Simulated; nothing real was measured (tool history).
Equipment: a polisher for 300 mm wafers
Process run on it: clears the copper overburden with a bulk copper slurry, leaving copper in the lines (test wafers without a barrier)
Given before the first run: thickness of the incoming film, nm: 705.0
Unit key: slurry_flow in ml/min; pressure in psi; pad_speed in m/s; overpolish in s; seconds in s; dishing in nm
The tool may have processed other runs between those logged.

{"run": 1, "hour": 0.0, "slurry_flow": 305, "pressure": 3.2, "pad_speed": 0.94, "slurry_solids": 1.0, "overpolish": 10, "seconds": 70.24, "dishing": 65.957}
{"run": 2, "hour": 4.4, "slurry_flow": 305, "pressure": 3.2, "pad_speed": 0.74, "slurry_solids": 1.0, "overpolish": 10, "seconds": 89.001, "dishing": 53.929}
{"run": 3, "hour": 10.1, "slurry_flow": 305, "pressure": 3.3, "pad_speed": 0.74, "slurry_solids": 1.0, "overpolish": 9, "seconds": 88.002, "dishing": 51.466}
{"run": 4, "hour": 14.6, "slurry_flow": 305, "pressure": 3.3, "pad_speed": 0.76, "slurry_solids": 1.0, "overpolish": 8, "seconds": 82.244, "dishing": 45.326}
{"hour": 21.5, "done": "head pressure recalibrated"}
{"run": 5, "hour": 21.5, "slurry_flow": 235, "pressure": 3.3, "pad_speed": 0.76, "slurry_solids": 1.0, "overpolish": 8, "seconds": 88.039, "dishing": 47.465}
{"run": 6, "hour": 26.5, "slurry_flow": 235, "pressure": 3.3, "pad_speed": 0.76, "slurry_solids": 1.0, "overpolish": 6, "seconds": 85.078, "dishing": 36.91}
{"run": 7, "hour": 32.3, "slurry_flow": 235, "pressure": 3.4, "pad_speed": 0.76, "slurry_solids": 1.0, "overpolish": 6, "seconds": 82.306, "dishing": 37.674}
{"run": 8, "hour": 33.8, "slurry_flow": 235, "pressure": 3.5, "pad_speed": 0.76, "slurry_solids": 1.0, "overpolish": 6, "seconds": 78.892, "dishing": 40.27}
{"run": 9, "hour": 42.3, "slurry_flow": 240, "pressure": 3.7, "pad_speed": 0.76, "slurry_solids": 1.0, "overpolish": 5, "seconds": 73.276, "dishing": 35.153}

What does the tool deliver on the next run?
{"run": 10, "hour": 47.9, "slurry_flow": 240, "pressure": 3.8, "pad_speed": 0.76, "slurry_solids": 1.0, "overpolish": 5, "seconds": "?", "dishing": "?"}

{"run 10": {"seconds": 75.105, "dishing": 34.601}}

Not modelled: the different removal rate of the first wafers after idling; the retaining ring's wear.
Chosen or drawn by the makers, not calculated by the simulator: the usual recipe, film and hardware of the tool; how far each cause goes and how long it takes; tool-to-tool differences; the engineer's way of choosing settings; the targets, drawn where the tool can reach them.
